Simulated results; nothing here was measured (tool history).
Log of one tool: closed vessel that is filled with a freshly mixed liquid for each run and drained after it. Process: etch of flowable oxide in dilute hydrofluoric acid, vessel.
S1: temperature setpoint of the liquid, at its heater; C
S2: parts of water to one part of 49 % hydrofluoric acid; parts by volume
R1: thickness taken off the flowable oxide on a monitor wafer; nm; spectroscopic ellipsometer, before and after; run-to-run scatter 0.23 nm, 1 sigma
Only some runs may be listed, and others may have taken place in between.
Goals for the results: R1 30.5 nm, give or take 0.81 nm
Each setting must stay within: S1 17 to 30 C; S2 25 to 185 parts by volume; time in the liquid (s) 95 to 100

Run 1, day 0: S1 22 C, S2 105 parts by volume, time in the liquid (s) 95. Result: R1 16.861 nm.
Run 2, day 0.179: S1 24.5 C, S2 95 parts by volume, time in the liquid (s) 95. Result: R1 20.847 nm.
Run 3, day 0.433: S1 26 C, S2 90 parts by volume, time in the liquid (s) 95. Result: R1 23.669 nm.
Run 4, day 0.654: S1 26 C, S2 90 parts by volume, time in the liquid (s) 95. Result: R1 23.481 nm.
Run 5, day 1.004: S1 27 C, S2 85 parts by volume, time in the liquid (s) 95. Result: R1 25.918 nm.
Run 6, day 1.367: S1 28 C, S2 85 parts by volume, time in the liquid (s) 95. Result: R1 26.941 nm.
Run 7, day 1.638: S1 28.5 C, S2 85 parts by volume, time in the liquid (s) 95. Result: R1 27.315 nm.
Run 8, day 1.662: S1 29 C, S2 85 parts by volume, time in the liquid (s) 95. Result: R1 28.321 nm.
Run 9, day 1.871: S1 29.5 C, S2 85 parts by volume, time in the liquid (s) 95. Result: R1 28.707 nm.
Run 10, day 1.979: S1 30 C, S2 85 parts by volume, time in the liquid (s) 95. Result: R1 28.964 nm.

Of the 5 settings listed for the next run, only one would bring every result within its allowed miss of target. Which one?
Run A, day 2.088: S1 30 C, S2 90 parts by volume, time in the liquid (s) 95. Result: R1 ?.
Run B, day 2.088: S1 30 C, S2 90 parts by volume, time in the liquid (s) 100. Result: R1 ?.
Run C, day 2.088: S1 30 C, S2 85 parts by volume, time in the liquid (s) 100. Result: R1 ?.
Run D, day 2.088: S1 26.5 C, S2 80 parts by volume, time in the liquid (s) 100. Result: R1 ?.
Run E, day 2.088: S1 29.5 C, S2 85 parts by volume, time in the liquid (s) 95. Result: R1 ?.

move      R1
   A  27.692
   B  29.149
   C  31.087
   D  29.051
   E  28.976
A: misses by more than the last run did
B: closes in on the targets versus the last run, not all within tolerance yet
C: each result inside its tolerance
D: closes in on the targets versus the last run, not all within tolerance yet
E: neither nearer nor further off than the last run
The move that meets every target is C.
